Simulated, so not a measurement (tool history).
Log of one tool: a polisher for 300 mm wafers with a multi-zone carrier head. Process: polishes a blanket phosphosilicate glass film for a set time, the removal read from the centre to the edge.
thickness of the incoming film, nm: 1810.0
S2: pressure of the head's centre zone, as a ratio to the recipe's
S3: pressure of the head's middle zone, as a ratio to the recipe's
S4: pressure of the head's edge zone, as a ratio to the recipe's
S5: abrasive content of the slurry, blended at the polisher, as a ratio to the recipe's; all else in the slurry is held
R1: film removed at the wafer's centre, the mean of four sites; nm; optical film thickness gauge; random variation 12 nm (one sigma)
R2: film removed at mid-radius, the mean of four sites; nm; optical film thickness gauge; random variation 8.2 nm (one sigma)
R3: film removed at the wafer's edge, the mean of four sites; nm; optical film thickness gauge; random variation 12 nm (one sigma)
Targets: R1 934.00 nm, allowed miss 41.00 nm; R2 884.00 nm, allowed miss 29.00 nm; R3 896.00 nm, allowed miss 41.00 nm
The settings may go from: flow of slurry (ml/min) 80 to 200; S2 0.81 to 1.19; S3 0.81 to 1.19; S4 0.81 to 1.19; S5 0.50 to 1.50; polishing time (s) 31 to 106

run 1 hour=0.0 | flow_of_slurry_(ml/min)=130 S2=1.00 S3=1.00 S4=1.00 S5=1.00 polishing_time_(s)=68 | R1=702.00 R2=716.81 R3=695.93
run 2 hour=8.2 | flow_of_slurry_(ml/min)=130 S2=1.05 S3=1.00 S4=1.00 S5=1.00 polishing_time_(s)=68 | R1=749.17 R2=701.78 R3=683.55
run 3 hour=11.9 | flow_of_slurry_(ml/min)=130 S2=1.05 S3=0.94 S4=1.00 S5=1.00 polishing_time_(s)=68 | R1=744.92 R2=687.06 R3=684.04
run 4 hour=15.6 | flow_of_slurry_(ml/min)=130 S2=1.05 S3=0.94 S4=1.00 S5=1.00 polishing_time_(s)=75 | R1=819.12 R2=752.55 R3=768.06
run 5 hour=16.4 | flow_of_slurry_(ml/min)=130 S2=1.05 S3=0.94 S4=1.00 S5=0.85 polishing_time_(s)=75 | R1=761.45 R2=692.33 R3=704.57
run 6 hour=21.2 | flow_of_slurry_(ml/min)=140 S2=1.05 S3=0.96 S4=1.03 S5=0.90 polishing_time_(s)=75 | R1=789.73 R2=720.78 R3=732.84
run 7 hour=25.0 | flow_of_slurry_(ml/min)=140 S2=1.05 S3=0.97 S4=1.04 S5=0.95 polishing_time_(s)=75 | R1=815.01 R2=763.17 R3=747.39
run 8 hour=26.8 | flow_of_slurry_(ml/min)=140 S2=1.05 S3=0.95 S4=1.04 S5=1.00 polishing_time_(s)=75 | R1=844.80 R2=775.01 R3=776.47
run 9 hour=33.8 | flow_of_slurry_(ml/min)=145 S2=1.04 S3=0.94 S4=1.05 S5=1.05 polishing_time_(s)=75 | R1=858.99 R2=781.39 R3=810.71
run 10 hour=36.5 | flow_of_slurry_(ml/min)=150 S2=1.03 S3=0.95 S4=1.06 S5=1.10 polishing_time_(s)=75 | R1=873.89 R2=803.55 R3=831.91
run 11 hour=42.9 | flow_of_slurry_(ml/min)=155 S2=1.03 S3=0.96 S4=1.06 S5=1.15 polishing_time_(s)=75 | R1=884.19 R2=839.62 R3=846.83
run 12 hour=48.7 | flow_of_slurry_(ml/min)=155 S2=1.03 S3=0.96 S4=1.07 S5=1.15 polishing_time_(s)=75 | R1=879.18 R2=844.88 R3=886.12
run 13 hour=54.1 | flow_of_slurry_(ml/min)=160 S2=1.04 S3=0.97 S4=1.07 S5=1.15 polishing_time_(s)=75 | R1=936.44 R2=846.53 R3=871.88

5 next moves are on the table. One of them brings every result within its allowed miss. Which?
run A hour=59.5 | flow_of_slurry_(ml/min)=165 S2=1.06 S3=0.91 S4=1.12 S5=1.15 polishing_time_(s)=71 | R1=? R2=? R3=?
run B hour=59.5 | flow_of_slurry_(ml/min)=200 S2=1.02 S3=0.93 S4=1.11 S5=1.15 polishing_time_(s)=73 | R1=? R2=? R3=?
run C hour=59.5 | flow_of_slurry_(ml/min)=140 S2=1.02 S3=1.11 S4=0.98 S5=1.20 polishing_time_(s)=76 | R1=? R2=? R3=?
run D hour=59.5 | flow_of_slurry_(ml/min)=135 S2=1.06 S3=0.98 S4=1.07 S5=1.35 polishing_time_(s)=74 | R1=? R2=? R3=?
run E hour=59.5 | flow_of_slurry_(ml/min)=160 S2=1.04 S3=0.97 S4=1.04 S5=1.15 polishing_time_(s)=74 | R1=? R2=? R3=?

move=A R1=882.89 R2=771.78 R3=831.31
move=B R1=905.47 R2=833.13 R3=869.76
move=C R1=898.30 R2=966.27 R3=828.75
move=D R1=945.04 R2=882.90 R3=882.22
move=E R1=898.53 R2=844.10 R3=831.10
A: further off than the last run
B: further off than the last run
C: takes the result that was furthest off past its target
D: meets every target
E: further off than the last run
Move D is the one to make.

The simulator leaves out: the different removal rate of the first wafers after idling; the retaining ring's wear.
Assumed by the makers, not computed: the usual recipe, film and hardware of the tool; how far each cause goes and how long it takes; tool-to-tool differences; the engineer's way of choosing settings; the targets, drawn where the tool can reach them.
